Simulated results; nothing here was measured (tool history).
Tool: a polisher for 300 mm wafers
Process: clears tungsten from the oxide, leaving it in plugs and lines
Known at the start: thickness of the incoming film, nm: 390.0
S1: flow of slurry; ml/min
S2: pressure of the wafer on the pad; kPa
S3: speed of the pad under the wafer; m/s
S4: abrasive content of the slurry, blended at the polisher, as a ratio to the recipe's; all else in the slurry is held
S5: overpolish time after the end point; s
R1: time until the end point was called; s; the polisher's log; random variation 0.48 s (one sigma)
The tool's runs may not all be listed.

run,day,S1,S2,S3,S4,S5,R1
1,0,315,22.1,1.34,1,17,66.245
2,0.358,315,22.1,1.34,0.9,17,69.543
3,0.558,315,22.8,1.34,0.9,17,67.568
4,0.725,355,22.8,1.34,0.9,17,67.396
5,0.883,355,22.8,1.34,1,17,63.755
6,1.029,355,22.8,1.34,1,17,64.835
7,1.404,355,23.4,1.34,1,17,62.82

The next listed run, before its measurement:
8,1.596,355,24.1,1.34,1,17,?

R1: 60.268 s
